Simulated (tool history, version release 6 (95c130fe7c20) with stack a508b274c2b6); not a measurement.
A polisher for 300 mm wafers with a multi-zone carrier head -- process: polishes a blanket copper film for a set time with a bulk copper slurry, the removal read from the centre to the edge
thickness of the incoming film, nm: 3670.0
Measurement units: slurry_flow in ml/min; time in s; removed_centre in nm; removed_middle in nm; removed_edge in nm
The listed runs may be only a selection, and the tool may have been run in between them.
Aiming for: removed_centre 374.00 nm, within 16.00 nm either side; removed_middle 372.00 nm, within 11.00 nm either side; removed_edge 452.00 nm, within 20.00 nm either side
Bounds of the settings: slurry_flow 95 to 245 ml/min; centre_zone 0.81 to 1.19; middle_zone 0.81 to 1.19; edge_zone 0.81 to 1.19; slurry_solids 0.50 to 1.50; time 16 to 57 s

{"run": 1, "day": 0.0, "slurry_flow": 155, "centre_zone": 1.0, "middle_zone": 1.0, "edge_zone": 1.0, "slurry_solids": 1.0, "time": 36, "removed_centre": 310.01, "removed_middle": 298.98, "removed_edge": 303.7}
{"run": 2, "day": 0.35, "slurry_flow": 155, "centre_zone": 0.98, "middle_zone": 0.98, "edge_zone": 1.03, "slurry_solids": 1.1, "time": 37, "removed_centre": 321.35, "removed_middle": 309.25, "removed_edge": 327.9}
{"run": 3, "day": 0.488, "slurry_flow": 155, "centre_zone": 0.98, "middle_zone": 0.98, "edge_zone": 1.07, "slurry_solids": 1.1, "time": 37, "removed_centre": 310.44, "removed_middle": 310.45, "removed_edge": 333.36}
{"run": 4, "day": 0.742, "slurry_flow": 190, "centre_zone": 0.98, "middle_zone": 0.98, "edge_zone": 1.07, "slurry_solids": 1.1, "time": 37, "removed_centre": 326.39, "removed_middle": 312.21, "removed_edge": 329.67}
{"run": 5, "day": 0.808, "slurry_flow": 180, "centre_zone": 0.98, "middle_zone": 0.97, "edge_zone": 1.09, "slurry_solids": 1.15, "time": 38, "removed_centre": 336.0, "removed_middle": 321.62, "removed_edge": 345.39}
{"run": 6, "day": 0.933, "slurry_flow": 170, "centre_zone": 0.97, "middle_zone": 0.96, "edge_zone": 1.1, "slurry_solids": 1.2, "time": 39, "removed_centre": 337.25, "removed_middle": 329.41, "removed_edge": 356.0}
{"run": 7, "day": 1.046, "slurry_flow": 160, "centre_zone": 0.96, "middle_zone": 0.94, "edge_zone": 1.11, "slurry_solids": 1.25, "time": 40, "removed_centre": 340.81, "removed_middle": 323.61, "removed_edge": 368.58}
{"run": 8, "day": 1.183, "slurry_flow": 150, "centre_zone": 0.96, "middle_zone": 0.94, "edge_zone": 1.12, "slurry_solids": 1.3, "time": 41, "removed_centre": 353.13, "removed_middle": 338.92, "removed_edge": 367.08}
{"run": 9, "day": 1.525, "slurry_flow": 160, "centre_zone": 0.94, "middle_zone": 0.93, "edge_zone": 1.13, "slurry_solids": 1.3, "time": 42, "removed_centre": 348.46, "removed_middle": 340.78, "removed_edge": 391.67}
{"run": 10, "day": 1.804, "slurry_flow": 165, "centre_zone": 0.93, "middle_zone": 0.93, "edge_zone": 1.14, "slurry_solids": 1.3, "time": 43, "removed_centre": 361.36, "removed_middle": 353.73, "removed_edge": 406.43}
{"run": 11, "day": 1.954, "slurry_flow": 170, "centre_zone": 0.92, "middle_zone": 0.93, "edge_zone": 1.15, "slurry_solids": 1.3, "time": 43, "removed_centre": 362.09, "removed_middle": 353.01, "removed_edge": 400.51}

4 next moves are on the table. One of them brings every result within its allowed miss. Which?
{"run": "A", "day": 2.104, "slurry_flow": 175, "centre_zone": 0.91, "middle_zone": 0.9, "edge_zone": 1.17, "slurry_solids": 1.4, "time": 42, "removed_centre": "?", "removed_middle": "?", "removed_edge": "?"}
{"run": "B", "day": 2.104, "slurry_flow": 205, "centre_zone": 0.94, "middle_zone": 1.14, "edge_zone": 1.1, "slurry_solids": 1.5, "time": 37, "removed_centre": "?", "removed_middle": "?", "removed_edge": "?"}
{"run": "C", "day": 2.104, "slurry_flow": 135, "centre_zone": 1.12, "middle_zone": 1.04, "edge_zone": 1.08, "slurry_solids": 1.0, "time": 40, "removed_centre": "?", "removed_middle": "?", "removed_edge": "?"}
{"run": "D", "day": 2.104, "slurry_flow": 155, "centre_zone": 0.88, "middle_zone": 0.89, "edge_zone": 1.17, "slurry_solids": 1.4, "time": 47, "removed_centre": "?", "removed_middle": "?", "removed_edge": "?"}

move=A removed_centre=357.37 removed_middle=343.03 removed_edge=395.75
move=B removed_centre=336.00 removed_middle=379.74 removed_edge=344.78
move=C removed_centre=386.72 removed_middle=340.66 removed_edge=336.77
move=D removed_centre=380.32 removed_middle=374.87 removed_edge=438.23
A: misses by more than the last run did
B: misses by more than the last run did
C: misses by more than the last run did
D: hits every target within its allowed miss
D is the move that brings every result within its allowed miss.
